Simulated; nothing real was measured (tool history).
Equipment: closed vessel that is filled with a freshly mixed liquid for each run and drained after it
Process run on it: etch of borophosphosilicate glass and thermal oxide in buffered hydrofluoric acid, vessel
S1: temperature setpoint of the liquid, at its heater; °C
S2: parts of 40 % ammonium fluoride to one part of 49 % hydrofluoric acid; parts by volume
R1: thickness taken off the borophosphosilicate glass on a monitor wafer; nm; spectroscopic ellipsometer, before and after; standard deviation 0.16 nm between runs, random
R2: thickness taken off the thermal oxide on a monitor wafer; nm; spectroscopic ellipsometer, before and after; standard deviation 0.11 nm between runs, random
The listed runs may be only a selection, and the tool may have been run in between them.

{"run": 1, "hour": 0.0, "S1": 23, "S2": 13, "time in the liquid (s)": 60, "R1": 49.581, "R2": 46.001}
{"run": 2, "hour": 4.3, "S1": 22.5, "S2": 13.5, "time in the liquid (s)": 60, "R1": 46.97, "R2": 43.07}
{"run": 3, "hour": 5.1, "S1": 22, "S2": 14, "time in the liquid (s)": 60, "R1": 44.366, "R2": 40.585}
{"run": 4, "hour": 8.8, "S1": 23.5, "S2": 14, "time in the liquid (s)": 60, "R1": 48.075, "R2": 43.766}
{"run": 5, "hour": 15.1, "S1": 22.5, "S2": 14.5, "time in the liquid (s)": 60, "R1": 44.023, "R2": 40.558}
{"run": 6, "hour": 23.3, "S1": 20, "S2": 14.5, "time in the liquid (s)": 60, "R1": 38.413, "R2": 34.729}
{"run": 7, "hour": 30.3, "S1": 19.5, "S2": 15, "time in the liquid (s)": 60, "R1": 36.052, "R2": 32.858}
{"run": 8, "hour": 36.5, "S1": 19, "S2": 15.5, "time in the liquid (s)": 60, "R1": 33.936, "R2": 30.738}
{"run": 9, "hour": 39.0, "S1": 19, "S2": 16, "time in the liquid (s)": 60, "R1": 33.188, "R2": 29.985}

Run 10, settings as shown, results not yet in. Your forecast:
{"run": 10, "hour": 44.4, "S1": 19, "S2": 16.5, "time in the liquid (s)": 60, "R1": "?", "R2": "?"}

R1: 31.967 nm
R2: 29.108 nm

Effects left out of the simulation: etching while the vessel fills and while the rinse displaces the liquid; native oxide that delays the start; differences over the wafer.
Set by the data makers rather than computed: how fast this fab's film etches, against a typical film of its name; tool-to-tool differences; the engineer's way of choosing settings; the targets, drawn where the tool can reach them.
